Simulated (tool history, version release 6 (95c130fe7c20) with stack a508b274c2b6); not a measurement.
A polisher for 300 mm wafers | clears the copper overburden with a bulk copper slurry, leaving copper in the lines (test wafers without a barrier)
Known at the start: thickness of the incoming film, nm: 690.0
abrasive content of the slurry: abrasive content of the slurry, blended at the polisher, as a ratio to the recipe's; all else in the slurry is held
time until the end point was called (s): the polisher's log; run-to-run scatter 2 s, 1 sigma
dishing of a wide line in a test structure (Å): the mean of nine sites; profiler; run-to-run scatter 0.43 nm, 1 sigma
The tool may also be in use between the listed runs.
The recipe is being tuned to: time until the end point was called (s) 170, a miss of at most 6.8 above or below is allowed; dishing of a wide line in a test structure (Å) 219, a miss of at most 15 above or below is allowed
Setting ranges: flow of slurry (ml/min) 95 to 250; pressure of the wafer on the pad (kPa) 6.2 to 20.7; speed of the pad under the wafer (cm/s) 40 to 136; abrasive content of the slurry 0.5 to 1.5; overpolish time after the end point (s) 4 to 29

run	hour	flow of slurry (ml/min)	pressure of the wafer on the pad (kPa)	speed of the pad under the wafer (cm/s)	abrasive content of the slurry	overpolish time after the end point (s)	time until the end point was called (s)	dishing of a wide line in a test structure (Å)
1	0	160	13.1	88	1	15	114.72	487.68
2	8.4	160	10.3	88	1	15	142.53	391.58
3	14.8	160	10.3	88	1	14	145.99	368.91
4	18.1	160	10.3	88	1.1	14	138.83	396.83
5	25	160	10.3	88	1.3	14	134.62	412.44
6	30.3	160	10.3	88	1.3	13	135.68	379.82
7	33.8	160	10.3	88	1.3	12	136.61	359.14
8	41.7	160	10.3	88	1.3	11	133.55	338.93
9	43.1	155	8.3	88	1.3	9	168.53	245.19

4 next moves are on the table. One of them brings every result within its allowed miss. Which?
A	44.5	155	8.3	86	1.35	11	?	?
B	44.5	125	9	84	1.1	11	?	?
C	44.5	140	7.6	100	1.5	11	?	?
D	44.5	150	9	78	1.3	8	?	?

move	time until the end point was called (s)	dishing of a wide line in a test structure (Å)
A	165.65	282.36
B	171.76	276.98
C	162.07	284.23
D	165.62	221.03
A: its largest miss is bigger than the last run's
B: its largest miss is bigger than the last run's
C: its largest miss is bigger than the last run's
D: in spec on every target
So the answer is move D, the one that meets all the targets.
